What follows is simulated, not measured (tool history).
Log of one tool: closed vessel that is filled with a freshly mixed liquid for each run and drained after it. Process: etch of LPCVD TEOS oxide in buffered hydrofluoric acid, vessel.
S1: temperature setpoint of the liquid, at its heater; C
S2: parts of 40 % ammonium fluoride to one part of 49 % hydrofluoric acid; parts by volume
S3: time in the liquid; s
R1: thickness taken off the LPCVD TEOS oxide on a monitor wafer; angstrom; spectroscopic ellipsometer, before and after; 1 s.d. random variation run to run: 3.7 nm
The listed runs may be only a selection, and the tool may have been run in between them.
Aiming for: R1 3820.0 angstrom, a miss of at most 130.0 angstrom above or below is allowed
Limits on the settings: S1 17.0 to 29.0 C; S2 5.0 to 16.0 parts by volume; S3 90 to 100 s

run 1 hour=0.0 | S1=21.0 S2=9.5 S3=90 | R1=2154.9
run 2 hour=8.4 | S1=21.0 S2=7.0 S3=90 | R1=2841.4
run 3 hour=13.4 | S1=21.0 S2=8.5 S3=90 | R1=2388.3
run 4 hour=20.2 | S1=23.0 S2=8.5 S3=90 | R1=2688.4
run 5 hour=28.4 | S1=24.5 S2=8.5 S3=90 | R1=2895.5
run 6 hour=30.7 | S1=25.5 S2=8.5 S3=90 | R1=3073.9
run 7 hour=38.2 | S1=26.5 S2=8.5 S3=90 | R1=3202.6
run 8 hour=42.9 | S1=27.0 S2=8.5 S3=90 | R1=3244.7
run 9 hour=49.6 | S1=27.5 S2=8.5 S3=90 | R1=3352.2
run 10 hour=55.7 | S1=28.0 S2=8.5 S3=90 | R1=3471.6
run 11 hour=58.1 | S1=28.5 S2=8.5 S3=90 | R1=3586.2
run 12 hour=59.0 | S1=28.5 S2=8.5 S3=90 | R1=3568.3
-- hour=61.7 hydrofluoric acid flow meter replaced
run 13 hour=61.7 | S1=29.0 S2=8.5 S3=90 | R1=3991.7

Which single option among these 5 for the next run brings every result within its allowed miss of target? Just one does.
run A hour=64.4 | S1=25.5 S2=8.5 S3=95 | R1=?
run B hour=64.4 | S1=25.5 S2=8.0 S3=90 | R1=?
run C hour=64.4 | S1=26.5 S2=7.0 S3=90 | R1=?
run D hour=64.4 | S1=28.5 S2=10.0 S3=95 | R1=?
run E hour=64.4 | S1=28.5 S2=10.0 S3=100 | R1=?

move=A R1=3537.8
move=B R1=3579.1
move=C R1=4362.4
move=D R1=3653.2
move=E R1=3845.5
A: moves the result that the last run missed by most past its target, out the other side
B: moves the result that the last run missed by most past its target, out the other side
C: further off than the last run
D: moves the result that the last run missed by most past its target, out the other side
E: every result lands within tolerance
The right move is E.
